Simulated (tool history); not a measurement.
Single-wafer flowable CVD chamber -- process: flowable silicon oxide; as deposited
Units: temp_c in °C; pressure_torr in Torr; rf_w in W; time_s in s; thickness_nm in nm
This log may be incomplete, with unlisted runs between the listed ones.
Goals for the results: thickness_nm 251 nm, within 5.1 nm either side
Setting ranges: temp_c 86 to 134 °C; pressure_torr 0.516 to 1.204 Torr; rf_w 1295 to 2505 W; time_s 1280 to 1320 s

{"run": 1, "day": 0.0, "temp_c": 110, "pressure_torr": 0.86, "rf_w": 1900, "time_s": 1280, "thickness_nm": 586.85}
{"run": 2, "day": 0.062, "temp_c": 115, "pressure_torr": 0.849, "rf_w": 1900, "time_s": 1280, "thickness_nm": 488.47}
{"run": 3, "day": 0.092, "temp_c": 115, "pressure_torr": 0.849, "rf_w": 1795, "time_s": 1280, "thickness_nm": 481.78}
{"run": 4, "day": 0.283, "temp_c": 115, "pressure_torr": 0.849, "rf_w": 1795, "time_s": 1280, "thickness_nm": 484}
{"run": 5, "day": 0.392, "temp_c": 115, "pressure_torr": 0.849, "rf_w": 1795, "time_s": 1280, "thickness_nm": 480.81}
{"run": 6, "day": 0.571, "temp_c": 125, "pressure_torr": 0.849, "rf_w": 1795, "time_s": 1280, "thickness_nm": 351.95}
{"run": 7, "day": 0.738, "temp_c": 127, "pressure_torr": 0.842, "rf_w": 1795, "time_s": 1280, "thickness_nm": 326.17}
{"run": 8, "day": 1.112, "temp_c": 128, "pressure_torr": 0.837, "rf_w": 1795, "time_s": 1280, "thickness_nm": 316.21}
{"run": 9, "day": 1.367, "temp_c": 128, "pressure_torr": 0.837, "rf_w": 1795, "time_s": 1280, "thickness_nm": 314.84}
{"run": 10, "day": 1.671, "temp_c": 129, "pressure_torr": 0.832, "rf_w": 1795, "time_s": 1280, "thickness_nm": 307.92}
{"run": 11, "day": 1.904, "temp_c": 130, "pressure_torr": 0.824, "rf_w": 1795, "time_s": 1280, "thickness_nm": 298.88}
{"run": 12, "day": 2.046, "temp_c": 131, "pressure_torr": 0.814, "rf_w": 1795, "time_s": 1280, "thickness_nm": 286.41}
{"run": 13, "day": 2.262, "temp_c": 134, "pressure_torr": 0.784, "rf_w": 1790, "time_s": 1280, "thickness_nm": 254.92}

Exactly one of the 5 candidate moves below puts every result within its allowed miss. Which one?
{"run": "A", "day": 2.479, "temp_c": 132, "pressure_torr": 0.719, "rf_w": 1775, "time_s": 1290, "thickness_nm": "?"}
{"run": "B", "day": 2.479, "temp_c": 133, "pressure_torr": 0.783, "rf_w": 2005, "time_s": 1290, "thickness_nm": "?"}
{"run": "C", "day": 2.479, "temp_c": 130, "pressure_torr": 0.736, "rf_w": 1810, "time_s": 1280, "thickness_nm": "?"}
{"run": "D", "day": 2.479, "temp_c": 123, "pressure_torr": 0.56, "rf_w": 1915, "time_s": 1320, "thickness_nm": "?"}
{"run": "E", "day": 2.479, "temp_c": 132, "pressure_torr": 0.715, "rf_w": 1630, "time_s": 1290, "thickness_nm": "?"}

move=A thickness_nm=250.01
move=B thickness_nm=271.14
move=C thickness_nm=267.56
move=D thickness_nm=261.57
move=E thickness_nm=244.05
A: all results land within tolerance of their targets
B: moves away from the targets compared with the last run
C: moves away from the targets compared with the last run
D: moves away from the targets compared with the last run
E: the result that was furthest off in the last run now lies on the other side of its target
Answer: A

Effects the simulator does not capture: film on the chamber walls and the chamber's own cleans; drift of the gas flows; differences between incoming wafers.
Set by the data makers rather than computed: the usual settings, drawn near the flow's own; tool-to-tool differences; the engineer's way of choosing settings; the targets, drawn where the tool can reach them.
